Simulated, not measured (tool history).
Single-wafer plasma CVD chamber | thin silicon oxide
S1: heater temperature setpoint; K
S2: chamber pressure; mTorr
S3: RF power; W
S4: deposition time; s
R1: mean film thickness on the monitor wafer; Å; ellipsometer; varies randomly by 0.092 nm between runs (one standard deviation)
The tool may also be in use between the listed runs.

run  hour      S1   S2   S3    S4      R1
  1     0  688.15  798  320  7.01  137.63
  2   8.3  688.15  843  320  7.01  146.57
  3  10.8  688.15  874  320  7.01  149.56
  4    16  688.15  908  320  7.01  154.51
  5  20.3  688.15  937  320  7.01  158.31
  6  25.3  688.15  963  320  7.01  160.84

What does the tool deliver on the next run?
  7  33.3  688.15  987  320  7.01   ?

{"run 7": {"R1": 166.05}}
